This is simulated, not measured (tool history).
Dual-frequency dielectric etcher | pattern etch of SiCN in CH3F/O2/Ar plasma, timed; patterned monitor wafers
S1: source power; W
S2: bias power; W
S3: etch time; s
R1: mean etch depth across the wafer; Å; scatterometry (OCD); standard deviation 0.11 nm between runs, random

run	day	S1	S2	S3	R1
1	0	480	104	73.5	318.28
2	0.162	480	122	73.5	347.62
3	0.262	500	122	73.5	349.46
4	0.5	500	122	68	324.73
5	0.638	520	125	68	330.54
6	0.996	520	125	73.5	358.52
7	1.096	530	125	73.5	359.77
8	1.317	540	125	73.5	360.82

Forecast run 9:
9	1.408	550	125	73.5	?

Run 9 produced R1 361.86 Å.
